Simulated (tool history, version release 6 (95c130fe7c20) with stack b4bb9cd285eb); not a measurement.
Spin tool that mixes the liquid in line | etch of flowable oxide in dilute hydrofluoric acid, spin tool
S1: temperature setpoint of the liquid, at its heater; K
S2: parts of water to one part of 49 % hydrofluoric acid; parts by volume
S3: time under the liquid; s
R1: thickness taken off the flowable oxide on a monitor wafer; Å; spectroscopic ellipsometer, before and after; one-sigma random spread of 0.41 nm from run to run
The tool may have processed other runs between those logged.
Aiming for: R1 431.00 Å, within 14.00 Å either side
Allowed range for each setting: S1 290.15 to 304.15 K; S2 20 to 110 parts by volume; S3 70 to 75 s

run    day      S1  S2  S3      R1
  1  0.000  296.15  60  70  394.60
  2  0.208  296.65  60  70  398.31
  3  0.554  296.65  45  70  538.84
  4  0.812  294.15  45  70  498.56
  5  1.000  294.15  45  75  536.95
  6  1.129  294.15  65  75  358.93
  7  1.308  294.65  65  75  373.70
  8  1.379  295.15  65  75  376.16
  9  1.517  295.65  65  75  380.55

Exactly one of the 5 candidate moves below puts every result within its allowed miss. Which one?
  A  1.654  295.15  75  70   ?
  B  1.654  294.15  50  75   ?
  C  1.654  294.15  55  75   ?
  D  1.654  294.65  55  70   ?
  E  1.654  294.65  60  75   ?

move      R1
   A  298.97
   B  476.42
   C  430.31
   D  409.98
   E  400.04
A: lands further from the targets than the last run did
B: takes the result that was furthest off past its target
C: all results land within tolerance of their targets
D: closes in on the targets versus the last run, not all within tolerance yet
E: closes in on the targets versus the last run, not all within tolerance yet
The move that meets every target is C.
